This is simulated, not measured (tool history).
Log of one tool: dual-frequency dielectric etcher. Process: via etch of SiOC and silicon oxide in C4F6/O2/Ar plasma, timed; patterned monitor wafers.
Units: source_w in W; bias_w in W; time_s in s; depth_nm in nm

run,hour,source_w,bias_w,time_s,depth_nm
1,0,330,183,59,58.801
2,9,360,183,59,61.327
3,12.1,380,188,59,63.445
4,12.9,390,192,59,64.657
5,20.9,430,192,59,67.056
6,27.4,430,170,59,64.835
7,33.3,430,176,59.5,66.148
8,36.5,430,181,59.5,66.506
9,44.3,430,186,59.5,67.172
10,52.3,430,190,59.5,67.395

Forecast run 11:
11,58.3,430,194,59.5,?

{"run 11": {"depth_nm": 67.953}}

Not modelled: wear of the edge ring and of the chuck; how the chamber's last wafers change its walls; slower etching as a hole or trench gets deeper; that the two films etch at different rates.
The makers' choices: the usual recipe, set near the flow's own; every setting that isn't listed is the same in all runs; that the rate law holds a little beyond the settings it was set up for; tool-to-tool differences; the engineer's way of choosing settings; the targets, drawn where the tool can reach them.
